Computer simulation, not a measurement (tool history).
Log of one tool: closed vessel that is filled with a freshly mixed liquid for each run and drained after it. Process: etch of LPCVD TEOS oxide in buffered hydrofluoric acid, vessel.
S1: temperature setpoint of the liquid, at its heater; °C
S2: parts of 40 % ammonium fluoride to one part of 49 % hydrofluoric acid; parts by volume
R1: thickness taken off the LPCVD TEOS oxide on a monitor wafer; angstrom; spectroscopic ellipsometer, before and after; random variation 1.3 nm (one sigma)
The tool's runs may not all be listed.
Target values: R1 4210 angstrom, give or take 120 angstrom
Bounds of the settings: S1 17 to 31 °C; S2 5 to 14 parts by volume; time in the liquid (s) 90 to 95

Run 1, day 0: S1 23 °C, S2 8.5 parts by volume, time in the liquid (s) 90. Result: R1 4792.9 angstrom.
Run 2, day 0.079: S1 23 °C, S2 6.5 parts by volume, time in the liquid (s) 90. Result: R1 6268 angstrom.
Run 3, day 0.458: S1 20 °C, S2 6.5 parts by volume, time in the liquid (s) 90. Result: R1 5351.3 angstrom.
Run 4, day 0.712: S1 22.5 °C, S2 6.5 parts by volume, time in the liquid (s) 90. Result: R1 6141.4 angstrom.
Run 5, day 1.088: S1 22 °C, S2 6.5 parts by volume, time in the liquid (s) 90. Result: R1 5947.4 angstrom.
Run 6, day 1.362: S1 25.5 °C, S2 6.5 parts by volume, time in the liquid (s) 90. Result: R1 7248.8 angstrom.
Run 7, day 1.542: S1 24.5 °C, S2 6.5 parts by volume, time in the liquid (s) 90. Result: R1 6860.9 angstrom.
Run 8, day 1.804: S1 23.5 °C, S2 6.5 parts by volume, time in the liquid (s) 90. Result: R1 6422.4 angstrom.
Run 9, day 2.15: S1 23 °C, S2 6.5 parts by volume, time in the liquid (s) 90. Result: R1 6320.8 angstrom.
Run 10, day 2.533: S1 22.5 °C, S2 6.5 parts by volume, time in the liquid (s) 90. Result: R1 6135.5 angstrom.
Run 11, day 2.767: S1 22 °C, S2 6.5 parts by volume, time in the liquid (s) 90. Result: R1 5994.3 angstrom.
Run 12, day 3.042: S1 22 °C, S2 6.5 parts by volume, time in the liquid (s) 90. Result: R1 5950.4 angstrom.
Run 13, day 3.1: S1 22 °C, S2 6.5 parts by volume, time in the liquid (s) 90. Result: R1 5951.5 angstrom.
Run 14, day 3.329: S1 21.5 °C, S2 6.5 parts by volume, time in the liquid (s) 90. Result: R1 5794.4 angstrom.
Run 15, day 3.658: S1 21 °C, S2 6.5 parts by volume, time in the liquid (s) 90. Result: R1 5619.2 angstrom.
Run 16, day 3.783: S1 20.5 °C, S2 6.5 parts by volume, time in the liquid (s) 90. Result: R1 5458.3 angstrom.
Run 17, day 4.067: S1 17 °C, S2 7.5 parts by volume, time in the liquid (s) 90. Result: R1 3918.2 angstrom.

Which of these 4 next moves meets every target?
Run A, day 4.35: S1 18 °C, S2 7.5 parts by volume, time in the liquid (s) 95. Result: R1 ?.
Run B, day 4.35: S1 17.5 °C, S2 7.5 parts by volume, time in the liquid (s) 95. Result: R1 ?.
Run C, day 4.35: S1 17 °C, S2 6.5 parts by volume, time in the liquid (s) 90. Result: R1 ?.
Run D, day 4.35: S1 17.5 °C, S2 8.5 parts by volume, time in the liquid (s) 95. Result: R1 ?.

move      R1
   A  4370.7
   B  4248.3
   C  4494.9
   D  3709.4
A: carries the result that was furthest off beyond its target, to the other side
B: meets every target
C: carries the result that was furthest off beyond its target, to the other side
D: further off than the last run
B meets every target.
